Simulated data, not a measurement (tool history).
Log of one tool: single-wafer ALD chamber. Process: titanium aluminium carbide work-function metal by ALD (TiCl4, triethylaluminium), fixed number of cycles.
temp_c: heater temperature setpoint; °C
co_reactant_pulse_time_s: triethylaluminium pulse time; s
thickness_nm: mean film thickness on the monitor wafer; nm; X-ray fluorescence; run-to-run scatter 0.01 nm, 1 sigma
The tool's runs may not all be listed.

run  hour  temp_c  co_reactant_pulse_time_s  thickness_nm
  1   0.0     290                      9.82        2.1015
  2   4.4     294                     10.16        2.1316
  3  13.3     298                     10.63        2.1792
  4  18.4     298                     13.15        2.2183
  5  26.7     298                     14.47        2.2170
  6  29.2     298                     11.99        2.2068
  7  34.9     300                     12.11        2.2216

What will run 8 give?
  8  39.0     302                     12.23             ?

{"run 8": {"thickness_nm": 2.252}}
